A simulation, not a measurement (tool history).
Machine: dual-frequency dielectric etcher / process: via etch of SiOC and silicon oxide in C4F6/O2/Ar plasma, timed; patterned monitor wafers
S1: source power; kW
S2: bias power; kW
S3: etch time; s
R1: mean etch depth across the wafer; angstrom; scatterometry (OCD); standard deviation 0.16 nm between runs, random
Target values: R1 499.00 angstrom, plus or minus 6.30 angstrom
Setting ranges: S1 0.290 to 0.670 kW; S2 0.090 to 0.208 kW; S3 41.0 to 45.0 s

Run 1, hour 0.0: S1 0.480 kW, S2 0.149 kW, S3 45.0 s. Result: R1 532.04 angstrom.
Run 2, hour 9.0: S1 0.530 kW, S2 0.149 kW, S3 45.0 s. Result: R1 564.50 angstrom.
Run 3, hour 15.6: S1 0.610 kW, S2 0.149 kW, S3 45.0 s. Result: R1 604.76 angstrom.
Run 4, hour 16.6: S1 0.560 kW, S2 0.148 kW, S3 45.0 s. Result: R1 577.88 angstrom.
Run 5, hour 21.5: S1 0.560 kW, S2 0.172 kW, S3 45.0 s. Result: R1 613.14 angstrom.
Run 6, hour 27.2: S1 0.560 kW, S2 0.154 kW, S3 45.0 s. Result: R1 589.31 angstrom.
Run 7, hour 31.8: S1 0.520 kW, S2 0.153 kW, S3 45.0 s. Result: R1 560.25 angstrom.
Run 8, hour 38.6: S1 0.490 kW, S2 0.152 kW, S3 45.0 s. Result: R1 541.56 angstrom.
Run 9, hour 47.4: S1 0.470 kW, S2 0.152 kW, S3 45.0 s. Result: R1 528.49 angstrom.
Run 10, hour 54.0: S1 0.460 kW, S2 0.152 kW, S3 45.0 s. Result: R1 521.77 angstrom.
Run 11, hour 54.9: S1 0.450 kW, S2 0.152 kW, S3 45.0 s. Result: R1 518.81 angstrom.
Run 12, hour 55.7: S1 0.450 kW, S2 0.152 kW, S3 45.0 s. Result: R1 518.21 angstrom.
Run 13, hour 61.1: S1 0.440 kW, S2 0.152 kW, S3 45.0 s. Result: R1 512.40 angstrom.

Below are 4 possible settings for the next run. Only one of them brings all results inside the allowed miss of their targets. Which is it?
Run A, hour 66.5: S1 0.510 kW, S2 0.146 kW, S3 41.5 s. Result: R1 ?.
Run B, hour 66.5: S1 0.460 kW, S2 0.149 kW, S3 42.5 s. Result: R1 ?.
Run C, hour 66.5: S1 0.480 kW, S2 0.141 kW, S3 44.5 s. Result: R1 ?.
Run D, hour 66.5: S1 0.470 kW, S2 0.140 kW, S3 43.0 s. Result: R1 ?.

move      R1
   A  502.06
   B  490.59
   C  512.36
   D  487.69
A: hits every target within its allowed miss
B: carries the result that was furthest off beyond its target, to the other side
C: no better and no worse than the last run
D: carries the result that was furthest off beyond its target, to the other side
So the answer is move A, the one that meets all the targets.
